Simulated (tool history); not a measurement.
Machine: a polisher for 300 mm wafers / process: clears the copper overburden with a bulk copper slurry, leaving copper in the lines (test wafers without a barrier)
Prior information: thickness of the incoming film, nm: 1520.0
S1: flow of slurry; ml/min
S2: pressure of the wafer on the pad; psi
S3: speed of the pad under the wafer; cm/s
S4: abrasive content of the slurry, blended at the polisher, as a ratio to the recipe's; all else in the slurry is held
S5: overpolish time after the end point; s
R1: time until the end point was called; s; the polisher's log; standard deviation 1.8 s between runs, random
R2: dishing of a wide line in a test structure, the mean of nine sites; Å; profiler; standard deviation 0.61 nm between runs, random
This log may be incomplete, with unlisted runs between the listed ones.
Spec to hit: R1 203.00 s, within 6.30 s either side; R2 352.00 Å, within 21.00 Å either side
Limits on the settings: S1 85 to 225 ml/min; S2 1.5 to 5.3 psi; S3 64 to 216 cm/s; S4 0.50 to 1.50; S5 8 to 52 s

{"run": 1, "hour": 0.0, "S1": 145, "S2": 3.4, "S3": 140, "S4": 1.0, "S5": 26, "R1": 109.4, "R2": 872.98}
{"run": 2, "hour": 4.0, "S1": 140, "S2": 2.8, "S3": 136, "S4": 1.0, "S5": 21, "R1": 135.43, "R2": 757.92}
{"run": 3, "hour": 9.0, "S1": 125, "S2": 2.4, "S3": 134, "S4": 1.1, "S5": 17, "R1": 158.41, "R2": 661.78}
{"run": 4, "hour": 13.2, "S1": 115, "S2": 2.1, "S3": 136, "S4": 1.2, "S5": 14, "R1": 178.2, "R2": 549.47}
{"run": 5, "hour": 20.7, "S1": 115, "S2": 2.1, "S3": 136, "S4": 1.05, "S5": 14, "R1": 187.1, "R2": 527.66}
{"run": 6, "hour": 29.1, "S1": 90, "S2": 2.1, "S3": 136, "S4": 1.05, "S5": 14, "R1": 197.59, "R2": 525.63}
{"run": 7, "hour": 37.4, "S1": 130, "S2": 1.5, "S3": 124, "S4": 1.1, "S5": 8, "R1": 265.86, "R2": 275.22}
{"run": 8, "hour": 46.0, "S1": 135, "S2": 1.7, "S3": 124, "S4": 1.1, "S5": 8, "R1": 237.01, "R2": 315.01}
{"run": 9, "hour": 50.6, "S1": 140, "S2": 1.8, "S3": 124, "S4": 1.1, "S5": 8, "R1": 216.77, "R2": 324.51}

Which one of the following 5 next-run settings gets every result inside its allowed miss? There is exactly one.
{"run": "A", "hour": 55.2, "S1": 140, "S2": 1.8, "S3": 126, "S4": 1.1, "S5": 10, "R1": "?", "R2": "?"}
{"run": "B", "hour": 55.2, "S1": 150, "S2": 1.6, "S3": 132, "S4": 1.15, "S5": 8, "R1": "?", "R2": "?"}
{"run": "C", "hour": 55.2, "S1": 140, "S2": 2.1, "S3": 100, "S4": 1.3, "S5": 9, "R1": "?", "R2": "?"}
{"run": "D", "hour": 55.2, "S1": 160, "S2": 2.3, "S3": 108, "S4": 0.95, "S5": 8, "R1": "?", "R2": "?"}
{"run": "E", "hour": 55.2, "S1": 110, "S2": 1.8, "S3": 124, "S4": 1.05, "S5": 8, "R1": "?", "R2": "?"}

move=A R1=218.62 R2=389.94
move=B R1=228.55 R2=317.89
move=C R1=228.08 R2=354.95
move=D R1=202.00 R2=358.21
move=E R1=235.80 R2=313.14
A: its largest miss is bigger than the last run's
B: its largest miss is bigger than the last run's
C: its largest miss is bigger than the last run's
D: meets every target
E: its largest miss is bigger than the last run's
D meets every target.

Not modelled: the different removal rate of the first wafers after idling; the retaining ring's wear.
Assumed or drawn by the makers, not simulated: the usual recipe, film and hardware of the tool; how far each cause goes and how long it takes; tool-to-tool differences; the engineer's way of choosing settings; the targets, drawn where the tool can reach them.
